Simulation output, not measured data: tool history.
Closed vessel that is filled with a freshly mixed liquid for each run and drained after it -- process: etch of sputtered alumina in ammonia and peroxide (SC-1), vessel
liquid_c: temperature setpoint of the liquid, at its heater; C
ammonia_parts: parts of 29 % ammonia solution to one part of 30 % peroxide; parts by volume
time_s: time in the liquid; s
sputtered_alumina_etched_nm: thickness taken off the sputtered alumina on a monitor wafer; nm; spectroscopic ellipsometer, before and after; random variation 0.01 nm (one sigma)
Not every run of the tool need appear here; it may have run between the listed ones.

Run 1, hour 0.0: liquid_c 63.0 C, ammonia_parts 0.65 parts by volume, time_s 35 s. Result: sputtered_alumina_etched_nm 2.3920 nm.
Run 2, hour 6.1: liquid_c 59.5 C, ammonia_parts 0.65 parts by volume, time_s 35 s. Result: sputtered_alumina_etched_nm 2.0022 nm.
Run 3, hour 7.0: liquid_c 59.5 C, ammonia_parts 0.65 parts by volume, time_s 30 s. Result: sputtered_alumina_etched_nm 1.7052 nm.
Run 4, hour 14.8: liquid_c 59.5 C, ammonia_parts 0.65 parts by volume, time_s 35 s. Result: sputtered_alumina_etched_nm 2.0048 nm.
Run 5, hour 18.5: liquid_c 54.0 C, ammonia_parts 0.65 parts by volume, time_s 35 s. Result: sputtered_alumina_etched_nm 1.4664 nm.
Run 6, hour 23.2: liquid_c 47.0 C, ammonia_parts 0.65 parts by volume, time_s 35 s. Result: sputtered_alumina_etched_nm 1.0100 nm.

What will run 7 give?
At hour 30.6: thermometer replaced.
Run 7, hour 30.6: liquid_c 50.0 C, ammonia_parts 0.65 parts by volume, time_s 35 s. Result: sputtered_alumina_etched_nm ?.

sputtered_alumina_etched_nm: 1.3478 nm
